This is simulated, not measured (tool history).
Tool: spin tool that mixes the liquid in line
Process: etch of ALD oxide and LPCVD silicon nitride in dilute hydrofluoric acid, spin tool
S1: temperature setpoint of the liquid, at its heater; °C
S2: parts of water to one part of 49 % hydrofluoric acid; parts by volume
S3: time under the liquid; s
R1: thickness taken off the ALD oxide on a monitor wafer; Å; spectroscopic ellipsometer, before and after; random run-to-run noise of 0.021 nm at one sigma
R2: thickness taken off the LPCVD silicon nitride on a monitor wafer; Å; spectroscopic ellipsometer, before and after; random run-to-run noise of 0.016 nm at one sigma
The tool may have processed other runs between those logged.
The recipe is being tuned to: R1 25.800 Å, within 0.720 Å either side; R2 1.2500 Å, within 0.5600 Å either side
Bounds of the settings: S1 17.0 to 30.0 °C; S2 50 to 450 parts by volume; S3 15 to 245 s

run 1 hour=0.0 | S1=22.0 S2=250 S3=125 | R1=45.917 R2=2.3833
run 2 hour=7.8 | S1=22.0 S2=220 S3=125 | R1=53.343 R2=2.6127
run 3 hour=9.3 | S1=21.5 S2=235 S3=125 | R1=48.297 R2=2.5477
run 4 hour=14.3 | S1=19.5 S2=235 S3=125 | R1=45.301 R2=2.2212
run 5 hour=18.9 | S1=19.0 S2=250 S3=125 | R1=40.556 R2=2.3030
run 6 hour=19.7 | S1=19.0 S2=330 S3=125 | R1=28.832 R2=1.7384
run 7 hour=22.1 | S1=18.5 S2=330 S3=125 | R1=28.214 R2=1.2673
run 8 hour=22.7 | S1=18.0 S2=335 S3=125 | R1=26.898 R2=1.3584
-- hour=29.1 thermometer replaced
run 9 hour=29.1 | S1=18.0 S2=335 S3=125 | R1=28.828 R2=1.3328

Which of these 4 next moves meets every target?
run A hour=35.5 | S1=17.0 S2=340 S3=145 | R1=? R2=?
run B hour=35.5 | S1=20.0 S2=375 S3=150 | R1=? R2=?
run C hour=35.5 | S1=25.0 S2=365 S3=115 | R1=? R2=?
run D hour=35.5 | S1=17.0 S2=445 S3=170 | R1=? R2=?

move=A R1=31.316 R2=1.4471
move=B R1=31.803 R2=1.6490
move=C R1=29.967 R2=1.7577
move=D R1=25.846 R2=1.3161
A: misses by more than the last run did
B: misses by more than the last run did
C: misses by more than the last run did
D: each result inside its tolerance
The right move is D.

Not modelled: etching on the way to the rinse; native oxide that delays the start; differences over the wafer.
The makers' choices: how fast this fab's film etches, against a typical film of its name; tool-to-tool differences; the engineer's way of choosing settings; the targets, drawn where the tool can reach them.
